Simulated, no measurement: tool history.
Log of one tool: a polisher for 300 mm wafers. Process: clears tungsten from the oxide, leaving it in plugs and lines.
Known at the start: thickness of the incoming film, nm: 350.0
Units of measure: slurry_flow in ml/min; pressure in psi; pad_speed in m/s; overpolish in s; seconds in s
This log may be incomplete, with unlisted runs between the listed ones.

run	day	slurry_flow	pressure	pad_speed	slurry_solids	overpolish	seconds
1	0	280	4.8	1	1	4	52.774
2	0.029	230	4.8	1	1	4	51.884
3	0.183	230	4.5	1	1	4	56.659
4	0.279	230	4.3	1	1	4	59.453
5	0.546	230	4.1	1	1	4	60.704
6	0.896	230	4.1	1	1	4	60.251
7	0.929	230	4.1	1	1	4	62.207
8	1.2	230	3.9	1	1	4	65.303
9	1.55	230	3.8	1	1	4	65.904
10	1.846	230	3.8	1	1	4	63.902
11	1.925	230	2.4	0.98	1	4	103.58

What does the tool deliver on the next run?
12	2.258	230	2.5	0.98	1	4	?

{"run 12": {"seconds": 99.729}}
